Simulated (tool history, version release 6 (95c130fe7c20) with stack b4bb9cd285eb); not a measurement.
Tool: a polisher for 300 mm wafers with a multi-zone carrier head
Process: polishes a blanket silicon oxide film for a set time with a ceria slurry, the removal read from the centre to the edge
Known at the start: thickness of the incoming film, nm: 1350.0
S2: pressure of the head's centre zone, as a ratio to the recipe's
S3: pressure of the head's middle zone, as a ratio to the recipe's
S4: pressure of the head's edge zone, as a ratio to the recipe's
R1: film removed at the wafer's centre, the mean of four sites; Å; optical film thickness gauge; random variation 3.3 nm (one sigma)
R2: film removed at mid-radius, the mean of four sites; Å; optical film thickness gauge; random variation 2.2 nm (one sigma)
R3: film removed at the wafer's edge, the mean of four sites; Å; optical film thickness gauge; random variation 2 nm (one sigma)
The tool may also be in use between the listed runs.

run 1 hour=0 | flow_of_slurry_(ml/min)=300 S2=1 S3=1 S4=1 polishing_time_(s)=39 | R1=1664.9 R2=1675.1 R3=1662.3
run 2 hour=7.5 | flow_of_slurry_(ml/min)=300 S2=0.96 S3=1 S4=1 polishing_time_(s)=39 | R1=1595.7 R2=1688.2 R3=1634.7
run 3 hour=11.6 | flow_of_slurry_(ml/min)=300 S2=0.96 S3=1 S4=1 polishing_time_(s)=48 | R1=1957.4 R2=2081.9 R3=2037.3
run 4 hour=14.6 | flow_of_slurry_(ml/min)=355 S2=0.96 S3=1 S4=1 polishing_time_(s)=48 | R1=2015.4 R2=2097.4 R3=2034.1
run 5 hour=23.4 | flow_of_slurry_(ml/min)=355 S2=0.96 S3=1 S4=1 polishing_time_(s)=57 | R1=2364 R2=2469.5 R3=2439.3
run 6 hour=24.1 | flow_of_slurry_(ml/min)=355 S2=1 S3=1 S4=1 polishing_time_(s)=57 | R1=2486.2 R2=2549.6 R3=2475
run 7 hour=25.7 | flow_of_slurry_(ml/min)=355 S2=1 S3=1 S4=1 polishing_time_(s)=57 | R1=2445.8 R2=2452.1 R3=2474.1
run 8 hour=32.9 | flow_of_slurry_(ml/min)=365 S2=1.02 S3=1 S4=0.98 polishing_time_(s)=57 | R1=2525.3 R2=2482.3 R3=2457.9

Forecast run 9:
run 9 hour=38.4 | flow_of_slurry_(ml/min)=370 S2=1.03 S3=1 S4=0.97 polishing_time_(s)=57 | R1=? R2=? R3=?

{"run 9": {"R1": 2580.7, "R2": 2502.7, "R3": 2408}}
